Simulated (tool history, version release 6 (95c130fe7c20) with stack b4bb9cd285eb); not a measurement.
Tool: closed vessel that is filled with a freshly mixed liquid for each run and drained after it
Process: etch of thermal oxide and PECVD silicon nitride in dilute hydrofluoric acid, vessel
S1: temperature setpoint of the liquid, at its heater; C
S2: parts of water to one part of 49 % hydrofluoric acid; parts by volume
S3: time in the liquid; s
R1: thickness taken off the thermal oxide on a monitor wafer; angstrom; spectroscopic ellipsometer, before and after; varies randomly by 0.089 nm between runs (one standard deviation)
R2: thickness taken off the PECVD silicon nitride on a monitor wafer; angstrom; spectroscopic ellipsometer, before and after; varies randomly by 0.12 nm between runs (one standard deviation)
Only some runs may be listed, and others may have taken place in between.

run 1 day=0 | S1=23 S2=300 S3=1180 | R1=159.49 R2=128.76
run 2 day=0.158 | S1=21 S2=300 S3=1180 | R1=149.33 R2=112.67
run 3 day=0.271 | S1=21 S2=300 S3=1375 | R1=174 R2=131.49
run 4 day=0.467 | S1=22.5 S2=300 S3=1375 | R1=183.24 R2=144.02
run 5 day=0.675 | S1=23.5 S2=280 S3=1355 | R1=204.4 R2=162.67
run 6 day=0.925 | S1=24 S2=265 S3=1340 | R1=219.68 R2=174.91
run 7 day=1.233 | S1=24.5 S2=255 S3=1330 | R1=233.35 R2=186.36

Run 8 is up next; what results do you expect?
run 8 day=1.45 | S1=25 S2=250 S3=1320 | R1=? R2=?

Run 8 came out at R1 243.04 angstrom, R2 191.56 angstrom.

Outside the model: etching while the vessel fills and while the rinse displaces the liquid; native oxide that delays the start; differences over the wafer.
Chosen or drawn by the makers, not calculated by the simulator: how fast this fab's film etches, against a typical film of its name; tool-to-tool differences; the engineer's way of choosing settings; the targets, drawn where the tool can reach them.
